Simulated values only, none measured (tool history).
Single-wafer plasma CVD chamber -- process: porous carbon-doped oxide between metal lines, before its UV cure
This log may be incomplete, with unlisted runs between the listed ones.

| run | hour | heater temperature setpoint (deg C) | RF power (kW) | deposition time (s) | mean film thickness on the monitor wafer (Å) |
|---|---|---|---|---|---|
| 1 | 0 | 285 | 0.48 | 50.4 | 3127.3 |
| 2 | 6.3 | 290 | 0.48 | 50.4 | 2997.4 |
| 3 | 13.5 | 300 | 0.48 | 50.4 | 2798.6 |
| 4 | 14.2 | 291 | 0.49 | 50.5 | 3022 |
| 5 | 15.2 | 284 | 0.5 | 50.5 | 3206.1 |
| 6 | 19.5 | 280 | 0.5 | 50.5 | 3316.5 |

Predict the results of run 7:
| 7 | 25.5 | 276 | 0.505 | 50.5 | ? |

Run 7 yielded mean film thickness on the monitor wafer (Å) 3399.1.
